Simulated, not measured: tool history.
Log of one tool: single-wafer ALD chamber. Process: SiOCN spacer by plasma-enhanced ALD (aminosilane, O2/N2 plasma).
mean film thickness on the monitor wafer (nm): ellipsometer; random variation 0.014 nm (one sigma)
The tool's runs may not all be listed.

run  hour  heater temperature setpoint (deg C)  number of ALD cycles (cycles)  mean film thickness on the monitor wafer (nm)
  1     0                                  410                             70                                         4.0157
  2   2.4                                  416                             70                                         3.9522
  3   9.5                                  416                             64                                         3.5979
  4  12.9                                  420                             64                                         3.5257
  5  15.4                                  422                             61                                         3.3565
  6    23                                  422                             64                                         3.5442

The next listed run, before its measurement:
  7  30.3                                  422                             64                                              ?

Run 7 gave mean film thickness on the monitor wafer (nm) 3.5557.

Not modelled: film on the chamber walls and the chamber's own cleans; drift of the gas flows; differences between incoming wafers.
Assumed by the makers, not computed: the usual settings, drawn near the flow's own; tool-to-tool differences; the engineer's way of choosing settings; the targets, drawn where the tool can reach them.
